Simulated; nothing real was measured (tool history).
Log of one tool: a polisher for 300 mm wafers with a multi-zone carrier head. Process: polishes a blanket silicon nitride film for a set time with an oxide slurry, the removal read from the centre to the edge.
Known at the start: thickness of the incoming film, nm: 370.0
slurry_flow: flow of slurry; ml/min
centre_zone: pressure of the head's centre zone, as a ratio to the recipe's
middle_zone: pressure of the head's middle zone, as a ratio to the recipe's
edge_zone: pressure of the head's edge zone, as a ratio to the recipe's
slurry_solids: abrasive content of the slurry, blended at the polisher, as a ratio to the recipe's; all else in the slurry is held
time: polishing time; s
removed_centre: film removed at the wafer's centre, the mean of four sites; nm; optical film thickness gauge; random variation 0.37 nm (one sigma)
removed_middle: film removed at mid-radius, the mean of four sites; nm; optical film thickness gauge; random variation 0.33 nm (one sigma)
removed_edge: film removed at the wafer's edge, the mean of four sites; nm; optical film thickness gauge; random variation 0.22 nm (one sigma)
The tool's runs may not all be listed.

run,day,slurry_flow,centre_zone,middle_zone,edge_zone,slurry_solids,time,removed_centre,removed_middle,removed_edge
1,0.000,130,1.00,1.00,1.00,1.0,63,29.612,27.286,27.552
2,0.283,135,0.99,1.01,1.02,1.0,63,29.710,27.811,27.763
3,0.438,135,0.99,1.01,1.02,1.1,63,31.607,29.690,29.735
4,0.533,140,0.98,1.01,1.04,1.1,63,31.559,30.070,30.077
5,0.596,145,0.97,1.01,1.06,1.1,63,31.247,29.298,30.198
6,0.925,150,0.96,1.02,1.07,1.1,63,32.203,30.689,30.639
7,1.225,165,0.86,0.99,1.17,1.1,63,29.127,30.291,32.144
8,1.450,170,0.86,0.99,1.17,1.1,63,29.385,30.405,32.305
9,1.588,175,0.86,0.99,1.17,1.1,63,28.969,30.565,32.223
10,1.762,175,0.87,0.99,1.17,1.1,63,29.113,30.540,32.124

Run 11 comes next. What will it give?
11,2.117,175,0.88,0.99,1.17,1.1,63,?,?,?

Run 11 gave removed_centre 29.883 nm, removed_middle 30.891 nm, removed_edge 32.229 nm.
